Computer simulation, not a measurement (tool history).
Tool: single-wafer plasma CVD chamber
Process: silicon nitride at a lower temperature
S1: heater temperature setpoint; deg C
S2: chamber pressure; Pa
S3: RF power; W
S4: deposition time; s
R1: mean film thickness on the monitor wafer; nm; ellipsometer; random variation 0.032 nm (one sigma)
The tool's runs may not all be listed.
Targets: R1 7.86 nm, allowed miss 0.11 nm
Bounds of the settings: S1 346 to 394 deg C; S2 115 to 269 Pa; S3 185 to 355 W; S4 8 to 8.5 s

{"run": 1, "hour": 0.0, "S1": 370, "S2": 192, "S3": 270, "S4": 8.5, "R1": 8.8502}
{"run": 2, "hour": 2.0, "S1": 370, "S2": 171, "S3": 270, "S4": 8.5, "R1": 8.5438}
{"run": 3, "hour": 3.5, "S1": 365, "S2": 171, "S3": 270, "S4": 8.5, "R1": 8.6012}
{"run": 4, "hour": 9.7, "S1": 365, "S2": 171, "S3": 305, "S4": 8.5, "R1": 9.4929}
{"run": 5, "hour": 16.6, "S1": 365, "S2": 153, "S3": 295, "S4": 8.5, "R1": 9.0594}
{"run": 6, "hour": 21.6, "S1": 365, "S2": 153, "S3": 275, "S4": 8.5, "R1": 8.4224}
{"run": 7, "hour": 28.2, "S1": 365, "S2": 143, "S3": 275, "S4": 8.5, "R1": 8.2597}
{"run": 8, "hour": 29.1, "S1": 365, "S2": 135, "S3": 275, "S4": 8.5, "R1": 8.1694}
{"run": 9, "hour": 33.4, "S1": 365, "S2": 128, "S3": 275, "S4": 8.5, "R1": 8.0423}

Which of these 5 next moves meets every target?
{"run": "A", "hour": 37.7, "S1": 368, "S2": 127, "S3": 275, "S4": 8.1, "R1": "?"}
{"run": "B", "hour": 37.7, "S1": 362, "S2": 121, "S3": 295, "S4": 8.5, "R1": "?"}
{"run": "C", "hour": 37.7, "S1": 363, "S2": 143, "S3": 285, "S4": 8.3, "R1": "?"}
{"run": "D", "hour": 37.7, "S1": 367, "S2": 144, "S3": 265, "S4": 8, "R1": "?"}
{"run": "E", "hour": 37.7, "S1": 368, "S2": 151, "S3": 255, "S4": 8.5, "R1": "?"}

move=A R1=7.6044
move=B R1=8.3636
move=C R1=8.3392
move=D R1=7.5666
move=E R1=7.8765
A: takes the result that was furthest off past its target
B: further off than the last run
C: further off than the last run
D: takes the result that was furthest off past its target
E: meets every target
Move E is the one to make.

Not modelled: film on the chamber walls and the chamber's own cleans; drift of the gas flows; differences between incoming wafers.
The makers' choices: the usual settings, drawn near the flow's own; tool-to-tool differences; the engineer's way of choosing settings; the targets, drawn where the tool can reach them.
